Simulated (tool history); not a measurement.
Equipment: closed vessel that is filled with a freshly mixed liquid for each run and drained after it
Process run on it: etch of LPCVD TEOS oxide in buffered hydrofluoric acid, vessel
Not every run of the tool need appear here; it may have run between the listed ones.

run  hour  temperature setpoint of the liquid (°C)  parts of 40 % ammonium fluoride to one part of 49 % hydrofluoric acid (parts by volume)  time in the liquid (s)  thickness taken off the LPCVD TEOS oxide on a monitor wafer (nm)
  1   0.0                                     20.0                                                                                     12.0                     100                                                            187.41
  2   3.4                                     18.0                                                                                     12.0                     100                                                            166.49
  3   9.7                                     20.0                                                                                     11.5                     100                                                            195.66
  4  11.5                                     21.5                                                                                     11.0                     100                                                            218.43
  5  19.6                                     21.5                                                                                      8.0                     100                                                            298.21
  6  28.3                                     22.0                                                                                      8.0                     100                                                            297.47

Run 7 has not been measured yet. What should we expect?
  7  32.7                                     22.5                                                                                      8.0                     100                                                                 ?

thickness taken off the LPCVD TEOS oxide on a monitor wafer (nm): 313.30
